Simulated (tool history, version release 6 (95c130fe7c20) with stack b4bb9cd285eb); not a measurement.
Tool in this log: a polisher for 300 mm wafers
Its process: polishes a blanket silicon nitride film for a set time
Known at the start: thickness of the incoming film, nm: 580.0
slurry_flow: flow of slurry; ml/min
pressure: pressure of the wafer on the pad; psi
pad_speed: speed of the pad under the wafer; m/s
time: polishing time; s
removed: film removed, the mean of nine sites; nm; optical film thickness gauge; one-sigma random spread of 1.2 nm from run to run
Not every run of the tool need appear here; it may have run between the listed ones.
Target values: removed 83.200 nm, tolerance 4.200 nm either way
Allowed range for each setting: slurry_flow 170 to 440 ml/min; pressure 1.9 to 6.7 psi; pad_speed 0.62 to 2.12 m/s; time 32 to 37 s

run  hour  slurry_flow  pressure  pad_speed  time  removed
  1   0.0          280       4.3       1.36    37  112.610
  2   1.4          325       4.3       1.36    37  115.790
  3   3.1          325       4.3       1.52    37  124.460
  4  10.6          325       4.3       1.52    37  125.080
  5  19.6          360       4.3       1.52    37  125.360
  6  25.9          360       3.7       1.50    37  106.930
  7  34.0          360       3.4       1.48    37   99.858
  8  38.8          360       2.5       1.44    37   72.122
  9  47.7          360       2.7       1.44    37   77.685

4 candidate next runs follow, results not yet known. Just one meets every target within its allowed miss. Identify it.
  A  56.6          350       2.5       1.54    35        ?
  B  56.6          355       2.7       1.60    37        ?
  C  56.6          340       2.6       1.42    36        ?
  D  56.6          335       2.3       1.66    37        ?

move  removed
   A   69.594
   B   81.707
   C   69.473
   D   71.937
A: its largest miss is bigger than the last run's
B: every result within its allowed miss
C: its largest miss is bigger than the last run's
D: its largest miss is bigger than the last run's
B is the move that brings every result within its allowed miss.
